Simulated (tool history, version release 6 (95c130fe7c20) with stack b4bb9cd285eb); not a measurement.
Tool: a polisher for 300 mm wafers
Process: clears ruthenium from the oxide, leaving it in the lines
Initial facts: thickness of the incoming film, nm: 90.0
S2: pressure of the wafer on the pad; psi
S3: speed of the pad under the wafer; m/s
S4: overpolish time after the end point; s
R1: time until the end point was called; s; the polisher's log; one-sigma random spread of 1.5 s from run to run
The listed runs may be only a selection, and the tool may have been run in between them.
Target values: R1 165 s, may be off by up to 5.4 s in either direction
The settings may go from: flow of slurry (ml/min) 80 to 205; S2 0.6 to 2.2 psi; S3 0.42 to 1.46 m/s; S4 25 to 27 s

{"run": 1, "day": 0.0, "flow of slurry (ml/min)": 135, "S2": 1.4, "S3": 0.94, "S4": 25, "R1": 104.42}
{"run": 2, "day": 0.254, "flow of slurry (ml/min)": 160, "S2": 1.4, "S3": 0.94, "S4": 25, "R1": 103.44}
{"run": 3, "day": 0.525, "flow of slurry (ml/min)": 160, "S2": 1.4, "S3": 1.16, "S4": 25, "R1": 83.749}
{"run": 4, "day": 0.567, "flow of slurry (ml/min)": 160, "S2": 1.3, "S3": 1.14, "S4": 25, "R1": 92.756}
{"run": 5, "day": 0.862, "flow of slurry (ml/min)": 160, "S2": 1.3, "S3": 1.3, "S4": 25, "R1": 80.2}
{"run": 6, "day": 1.062, "flow of slurry (ml/min)": 160, "S2": 1.2, "S3": 1.26, "S4": 25, "R1": 90.167}
{"run": 7, "day": 1.221, "flow of slurry (ml/min)": 130, "S2": 0.8, "S3": 1.12, "S4": 25, "R1": 148.74}
{"run": 8, "day": 1.312, "flow of slurry (ml/min)": 125, "S2": 0.7, "S3": 1.12, "S4": 25, "R1": 172.56}
{"run": 9, "day": 1.554, "flow of slurry (ml/min)": 130, "S2": 0.7, "S3": 1.12, "S4": 25, "R1": 171.11}

Which single option among these 5 for the next run brings every result within its allowed miss of target? Just one does.
{"run": "A", "day": 1.796, "flow of slurry (ml/min)": 120, "S2": 0.7, "S3": 1.08, "S4": 27, "R1": "?"}
{"run": "B", "day": 1.796, "flow of slurry (ml/min)": 125, "S2": 0.8, "S3": 1.12, "S4": 25, "R1": "?"}
{"run": "C", "day": 1.796, "flow of slurry (ml/min)": 125, "S2": 0.8, "S3": 0.96, "S4": 25, "R1": "?"}
{"run": "D", "day": 1.796, "flow of slurry (ml/min)": 110, "S2": 0.8, "S3": 1.12, "S4": 25, "R1": "?"}
{"run": "E", "day": 1.796, "flow of slurry (ml/min)": 85, "S2": 0.9, "S3": 0.96, "S4": 27, "R1": "?"}

move=A R1=176.53
move=B R1=149.69
move=C R1=173.9
move=D R1=152.28
move=E R1=164.21
A: further off than the last run
B: takes the biggest miss from the last run beyond its target
C: further off than the last run
D: takes the biggest miss from the last run beyond its target
E: every result within its allowed miss
The move that meets every target is E.
